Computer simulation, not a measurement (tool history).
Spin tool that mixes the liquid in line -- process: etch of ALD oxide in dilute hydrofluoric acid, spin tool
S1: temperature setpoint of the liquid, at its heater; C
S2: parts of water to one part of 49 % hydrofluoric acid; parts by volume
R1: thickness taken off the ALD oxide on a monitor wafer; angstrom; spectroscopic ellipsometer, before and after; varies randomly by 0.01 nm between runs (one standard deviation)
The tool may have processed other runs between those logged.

run 1 hour=0.0 | S1=24.0 S2=195 time_under_the_liquid_(s)=25 | R1=21.1760
run 2 hour=3.7 | S1=22.5 S2=215 time_under_the_liquid_(s)=25 | R1=17.8000
run 3 hour=7.5 | S1=21.5 S2=230 time_under_the_liquid_(s)=25 | R1=15.9170
run 4 hour=9.3 | S1=21.5 S2=230 time_under_the_liquid_(s)=15 | R1=9.3316
run 5 hour=12.4 | S1=21.5 S2=270 time_under_the_liquid_(s)=15 | R1=7.8500
run 6 hour=19.9 | S1=18.0 S2=270 time_under_the_liquid_(s)=15 | R1=6.7927

Forecast run 7:
run 7 hour=27.9 | S1=20.0 S2=270 time_under_the_liquid_(s)=15 | R1=?

Run 7 produced R1 7.3618 angstrom.
